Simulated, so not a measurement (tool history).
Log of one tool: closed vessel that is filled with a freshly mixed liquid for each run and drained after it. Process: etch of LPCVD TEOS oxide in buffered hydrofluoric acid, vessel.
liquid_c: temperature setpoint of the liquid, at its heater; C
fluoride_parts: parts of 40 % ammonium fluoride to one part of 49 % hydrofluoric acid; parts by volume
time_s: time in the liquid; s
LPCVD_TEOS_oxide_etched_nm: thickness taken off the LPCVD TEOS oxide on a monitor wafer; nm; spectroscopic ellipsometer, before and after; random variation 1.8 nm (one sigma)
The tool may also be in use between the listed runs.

run    day  liquid_c  fluoride_parts  time_s  LPCVD_TEOS_oxide_etched_nm
  1      0        22              14      95                      184.79
  2  0.267        22              14      95                      187.04
  3  0.612        23              14      95                      197.94
  4   0.85        25              14      95                      219.01
  5   1.05        28              14      95                      258.08
  6  1.217        29              14      95                      276.18
     1.429  -- hydrofluoric acid flow meter replaced
  7  1.429      29.5              14      95                      262.27

The next listed run, before its measurement:
  8  1.579        30            13.5      95                           ?

LPCVD_TEOS_oxide_etched_nm: 277.04 nm

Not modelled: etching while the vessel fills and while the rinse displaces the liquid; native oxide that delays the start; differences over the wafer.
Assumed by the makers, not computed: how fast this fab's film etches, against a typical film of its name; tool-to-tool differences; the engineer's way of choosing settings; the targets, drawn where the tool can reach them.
